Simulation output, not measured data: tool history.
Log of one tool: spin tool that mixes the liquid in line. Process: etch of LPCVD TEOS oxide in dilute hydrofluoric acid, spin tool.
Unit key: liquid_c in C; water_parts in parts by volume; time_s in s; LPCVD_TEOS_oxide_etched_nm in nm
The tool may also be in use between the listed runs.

Run 1, hour 0.0: liquid_c 23.0 C, water_parts 60 parts by volume, time_s 50 s. Result: LPCVD_TEOS_oxide_etched_nm 37.977 nm.
Run 2, hour 0.9: liquid_c 24.0 C, water_parts 60 parts by volume, time_s 50 s. Result: LPCVD_TEOS_oxide_etched_nm 39.341 nm.
Run 3, hour 6.2: liquid_c 25.0 C, water_parts 60 parts by volume, time_s 50 s. Result: LPCVD_TEOS_oxide_etched_nm 41.346 nm.
Run 4, hour 12.6: liquid_c 22.0 C, water_parts 60 parts by volume, time_s 50 s. Result: LPCVD_TEOS_oxide_etched_nm 36.316 nm.
Run 5, hour 13.9: liquid_c 18.5 C, water_parts 60 parts by volume, time_s 50 s. Result: LPCVD_TEOS_oxide_etched_nm 31.033 nm.
Run 6, hour 15.3: liquid_c 20.5 C, water_parts 60 parts by volume, time_s 50 s. Result: LPCVD_TEOS_oxide_etched_nm 33.765 nm.
Run 7, hour 19.2: liquid_c 22.0 C, water_parts 60 parts by volume, time_s 50 s. Result: LPCVD_TEOS_oxide_etched_nm 36.532 nm.

Run 8 comes next. What will it give?
Run 8, hour 20.5: liquid_c 26.0 C, water_parts 60 parts by volume, time_s 50 s. Result: LPCVD_TEOS_oxide_etched_nm ?.

Run 8 yielded LPCVD_TEOS_oxide_etched_nm 43.033 nm.

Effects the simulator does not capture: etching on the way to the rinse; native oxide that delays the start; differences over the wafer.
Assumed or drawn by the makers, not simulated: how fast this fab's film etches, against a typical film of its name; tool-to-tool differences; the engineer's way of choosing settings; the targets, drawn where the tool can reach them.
